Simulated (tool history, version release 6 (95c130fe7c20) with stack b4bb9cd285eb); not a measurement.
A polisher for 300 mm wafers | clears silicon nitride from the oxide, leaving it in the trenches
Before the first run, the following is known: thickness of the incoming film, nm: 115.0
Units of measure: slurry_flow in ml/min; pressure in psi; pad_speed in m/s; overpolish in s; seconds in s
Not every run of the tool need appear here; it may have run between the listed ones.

run  hour  slurry_flow  pressure  pad_speed  overpolish  seconds
  1   0.0          135       2.7       0.86           7   126.51
  2   2.9          135       2.7       0.86           7   125.99
  3   8.9          135       2.8       0.86           7   123.76
  4  16.7          135       2.8       0.86           6   118.92
  5  22.6          135       2.9       0.86           6   114.77
  6  23.7          135       2.9       0.86           6   119.95

Predict the results of run 7:
  7  32.0          135       3.0       0.86           6        ?

seconds: 111.79 s
